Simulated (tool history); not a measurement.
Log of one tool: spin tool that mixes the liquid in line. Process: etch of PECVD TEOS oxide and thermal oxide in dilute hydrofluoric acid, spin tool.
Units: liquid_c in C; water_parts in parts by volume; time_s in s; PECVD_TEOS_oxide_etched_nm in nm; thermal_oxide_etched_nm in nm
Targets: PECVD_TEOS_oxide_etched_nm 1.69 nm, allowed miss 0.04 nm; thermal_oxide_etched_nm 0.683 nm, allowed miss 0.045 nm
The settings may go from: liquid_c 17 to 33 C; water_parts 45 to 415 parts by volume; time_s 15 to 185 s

run	hour	liquid_c	water_parts	time_s	PECVD_TEOS_oxide_etched_nm	thermal_oxide_etched_nm
1	0	25	230	95	4.5594	1.808
2	5.2	23	230	95	4.2459	1.7141
3	8.7	22	265	95	3.4405	1.3461
4	13.3	21	290	95	2.9545	1.1698
5	20.2	24.5	290	95	3.3137	1.3476
6	26.9	24.5	220	95	4.7525	1.945
7	34.1	23	260	95	3.6367	1.4823
8	42	21.5	285	95	3.0949	1.2638
9	43.6	20.5	310	95	2.664	1.0773
10	46.7	19.5	330	95	2.3812	0.94606
11	47.8	19.5	330	95	2.3735	0.92065
12	51	17	385	95	1.7761	0.70228
13	54.7	17	390	95	1.7552	0.70099

4 next moves are on the table. One of them brings every result within its allowed miss. Which?
A	58.4	17	230	50	?	?
B	58.4	19	405	90	?	?
C	58.4	17	225	50	?	?
D	58.4	17	355	85	?	?

move	PECVD_TEOS_oxide_etched_nm	thermal_oxide_etched_nm
A	1.7822	0.71274
B	1.6928	0.67698
C	1.8299	0.73182
D	1.7669	0.70661
A: further off than the last run
B: meets every target
C: further off than the last run
D: further off than the last run
Move B is the one to make.
